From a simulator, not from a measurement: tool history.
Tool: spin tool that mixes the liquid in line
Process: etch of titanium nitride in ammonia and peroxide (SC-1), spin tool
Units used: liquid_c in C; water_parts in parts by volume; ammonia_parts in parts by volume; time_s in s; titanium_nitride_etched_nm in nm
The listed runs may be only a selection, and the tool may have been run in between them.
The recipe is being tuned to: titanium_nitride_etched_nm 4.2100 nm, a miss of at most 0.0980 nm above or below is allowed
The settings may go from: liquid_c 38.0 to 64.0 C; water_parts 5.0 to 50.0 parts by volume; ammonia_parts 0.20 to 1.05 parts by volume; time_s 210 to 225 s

Run 1, hour 0.0: liquid_c 48.0 C, water_parts 27.5 parts by volume, ammonia_parts 0.55 parts by volume, time_s 210 s. Result: titanium_nitride_etched_nm 6.4171 nm.
Run 2, hour 8.2: liquid_c 48.0 C, water_parts 27.5 parts by volume, ammonia_parts 0.55 parts by volume, time_s 225 s. Result: titanium_nitride_etched_nm 6.8305 nm.
Run 3, hour 16.1: liquid_c 46.0 C, water_parts 27.5 parts by volume, ammonia_parts 0.55 parts by volume, time_s 225 s. Result: titanium_nitride_etched_nm 5.9000 nm.
Run 4, hour 22.4: liquid_c 52.0 C, water_parts 27.5 parts by volume, ammonia_parts 0.55 parts by volume, time_s 225 s. Result: titanium_nitride_etched_nm 9.0403 nm.
Run 5, hour 24.7: liquid_c 52.0 C, water_parts 19.0 parts by volume, ammonia_parts 0.55 parts by volume, time_s 225 s. Result: titanium_nitride_etched_nm 11.1330 nm.
Run 6, hour 31.5: liquid_c 52.0 C, water_parts 19.0 parts by volume, ammonia_parts 0.55 parts by volume, time_s 210 s. Result: titanium_nitride_etched_nm 10.3900 nm.
Run 7, hour 32.5: liquid_c 48.5 C, water_parts 19.0 parts by volume, ammonia_parts 0.55 parts by volume, time_s 210 s. Result: titanium_nitride_etched_nm 8.2558 nm.
Run 8, hour 41.2: liquid_c 46.0 C, water_parts 19.0 parts by volume, ammonia_parts 0.55 parts by volume, time_s 210 s. Result: titanium_nitride_etched_nm 6.8737 nm.
Run 9, hour 44.2: liquid_c 44.0 C, water_parts 19.0 parts by volume, ammonia_parts 0.55 parts by volume, time_s 210 s. Result: titanium_nitride_etched_nm 5.9836 nm.
Run 10, hour 50.5: liquid_c 38.0 C, water_parts 19.0 parts by volume, ammonia_parts 0.55 parts by volume, time_s 210 s. Result: titanium_nitride_etched_nm 3.8381 nm.

Pick the move, out of 5, that brings all results within their allowed miss; only one does.
Run A, hour 56.8: liquid_c 41.5 C, water_parts 23.5 parts by volume, ammonia_parts 0.60 parts by volume, time_s 210 s. Result: titanium_nitride_etched_nm ?.
Run B, hour 56.8: liquid_c 38.5 C, water_parts 24.0 parts by volume, ammonia_parts 0.55 parts by volume, time_s 210 s. Result: titanium_nitride_etched_nm ?.
Run C, hour 56.8: liquid_c 38.0 C, water_parts 18.0 parts by volume, ammonia_parts 0.60 parts by volume, time_s 210 s. Result: titanium_nitride_etched_nm ?.
Run D, hour 56.8: liquid_c 40.0 C, water_parts 22.0 parts by volume, ammonia_parts 0.45 parts by volume, time_s 225 s. Result: titanium_nitride_etched_nm ?.
Run E, hour 56.8: liquid_c 39.0 C, water_parts 23.5 parts by volume, ammonia_parts 0.40 parts by volume, time_s 210 s. Result: titanium_nitride_etched_nm ?.

move  titanium_nitride_etched_nm
   A                      4.4667
   B                      3.4764
   C                      3.9946
   D                      4.2128
   E                      3.4389
A: takes the result that was furthest off past its target
B: moves away from the targets compared with the last run
C: gains on the last run, yet a result remains outside its allowed miss
D: every result lands within tolerance
E: moves away from the targets compared with the last run
D meets every target.
